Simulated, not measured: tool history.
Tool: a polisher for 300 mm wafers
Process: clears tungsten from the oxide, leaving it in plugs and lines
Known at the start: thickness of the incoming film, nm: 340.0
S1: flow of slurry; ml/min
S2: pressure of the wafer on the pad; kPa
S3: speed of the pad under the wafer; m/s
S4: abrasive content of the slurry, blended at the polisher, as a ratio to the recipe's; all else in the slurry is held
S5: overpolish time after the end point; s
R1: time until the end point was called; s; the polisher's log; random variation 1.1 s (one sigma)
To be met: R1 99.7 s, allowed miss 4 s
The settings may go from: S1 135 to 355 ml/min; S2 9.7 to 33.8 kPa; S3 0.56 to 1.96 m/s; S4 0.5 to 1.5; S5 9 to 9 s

{"run": 1, "day": 0.0, "S1": 225, "S2": 21.4, "S3": 1.26, "S4": 1, "S5": 9, "R1": 53.625}
{"run": 2, "day": 0.058, "S1": 225, "S2": 18.6, "S3": 1.26, "S4": 1, "S5": 9, "R1": 62.413}
{"run": 3, "day": 0.262, "S1": 225, "S2": 18.6, "S3": 1.46, "S4": 1, "S5": 9, "R1": 54.142}
{"run": 4, "day": 0.296, "S1": 225, "S2": 16.5, "S3": 1.42, "S4": 1, "S5": 9, "R1": 62.159}
{"run": 5, "day": 0.588, "S1": 225, "S2": 16.5, "S3": 1.42, "S4": 0.9, "S5": 9, "R1": 65.147}
{"run": 6, "day": 0.783, "S1": 225, "S2": 16.5, "S3": 1.42, "S4": 0.75, "S5": 9, "R1": 64.876}
{"run": 7, "day": 1.067, "S1": 225, "S2": 14.5, "S3": 1.4, "S4": 0.75, "S5": 9, "R1": 76.898}
{"run": 8, "day": 1.271, "S1": 225, "S2": 13.1, "S3": 1.4, "S4": 0.75, "S5": 9, "R1": 82.885}
{"run": 9, "day": 1.404, "S1": 220, "S2": 9.7, "S3": 1.38, "S4": 0.75, "S5": 9, "R1": 113.4}
{"run": 10, "day": 1.538, "S1": 220, "S2": 9.7, "S3": 1.38, "S4": 0.75, "S5": 9, "R1": 115.14}
{"run": 11, "day": 1.812, "S1": 235, "S2": 9.7, "S3": 1.38, "S4": 0.75, "S5": 9, "R1": 112.1}
{"run": 12, "day": 2.092, "S1": 235, "S2": 10.3, "S3": 1.38, "S4": 0.75, "S5": 9, "R1": 105.94}
{"run": 13, "day": 2.421, "S1": 240, "S2": 10.3, "S3": 1.38, "S4": 0.75, "S5": 9, "R1": 104.51}
{"run": 14, "day": 2.642, "S1": 245, "S2": 10.3, "S3": 1.38, "S4": 0.75, "S5": 9, "R1": 107.65}

Which of these 5 next moves meets every target?
{"run": "A", "day": 2.862, "S1": 245, "S2": 15.2, "S3": 1.18, "S4": 0.6, "S5": 9, "R1": "?"}
{"run": "B", "day": 2.862, "S1": 230, "S2": 13.1, "S3": 1.04, "S4": 0.85, "S5": 9, "R1": "?"}
{"run": "C", "day": 2.862, "S1": 285, "S2": 11.7, "S3": 1.38, "S4": 0.6, "S5": 9, "R1": "?"}
{"run": "D", "day": 2.862, "S1": 295, "S2": 10.3, "S3": 1.18, "S4": 0.6, "S5": 9, "R1": "?"}
{"run": "E", "day": 2.862, "S1": 145, "S2": 14.5, "S3": 1.08, "S4": 0.5, "S5": 9, "R1": "?"}

move=A R1=91.238
move=B R1=109.68
move=C R1=99.081
move=D R1=129.47
move=E R1=113.16
A: takes the result that was furthest off past its target
B: further off than the last run
C: meets every target
D: further off than the last run
E: further off than the last run
Move C is the one to make.
